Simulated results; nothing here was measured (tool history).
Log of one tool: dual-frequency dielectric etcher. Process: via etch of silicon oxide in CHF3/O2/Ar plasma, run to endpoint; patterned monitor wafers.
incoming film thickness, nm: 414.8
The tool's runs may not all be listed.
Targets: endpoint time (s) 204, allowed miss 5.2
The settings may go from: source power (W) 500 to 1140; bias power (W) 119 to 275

run,day,source power (W),bias power (W),endpoint time (s)
1,0,820,197,178.98
2,0.112,770,193,184.51
3,0.304,770,208,178.99
4,0.65,730,204,186.96
5,0.896,700,203,189.98
6,1.117,800,203,177.78
7,1.429,760,201,181.5
8,1.671,600,180,209.28

5 next moves are on the table. One of them brings every result within its allowed miss. Which?
A,1.912,570,178,?
B,1.912,530,204,?
C,1.912,500,210,?
D,1.912,610,193,?
E,1.912,510,180,?

move,endpoint time (s)
A,215.42
B,213.16
C,216.84
D,203.69
E,225.85
A: further off than the last run
B: further off than the last run
C: further off than the last run
D: meets every target
E: further off than the last run
The right move is D.

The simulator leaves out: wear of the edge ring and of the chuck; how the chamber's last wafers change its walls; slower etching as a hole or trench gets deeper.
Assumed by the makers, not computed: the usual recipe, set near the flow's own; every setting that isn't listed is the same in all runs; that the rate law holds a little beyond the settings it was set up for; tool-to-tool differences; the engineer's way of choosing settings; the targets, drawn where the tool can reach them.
